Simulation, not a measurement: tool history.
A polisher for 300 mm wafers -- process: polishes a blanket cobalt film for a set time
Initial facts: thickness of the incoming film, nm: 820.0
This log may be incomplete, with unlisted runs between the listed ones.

run  hour  flow of slurry (ml/min)  pressure of the wafer on the pad (kPa)  speed of the pad under the wafer (m/s)  polishing time (s)  film removed (nm)
  1     0                      255                                    16.5                                    0.84                  84             419.12
  2   4.9                      255                                    17.9                                    0.84                  84             457.93
  3   5.6                      205                                    17.9                                    0.84                  84             444.96
  4  10.8                      205                                    17.9                                     0.7                  84             386.76
  5  14.9                      205                                    17.9                                     0.6                  84             343.46
  6  21.6                      205                                    19.3                                    0.62                  84             382.37
  7  26.8                      205                                    20.7                                    0.64                  84              416.4
  8  30.2                      205                                    21.4                                    0.66                  84             444.65

Estimate the outcome of run 9 from the log above:
  9  34.6                      205                                    22.1                                    0.68                  84                  ?

film removed (nm): 469.93
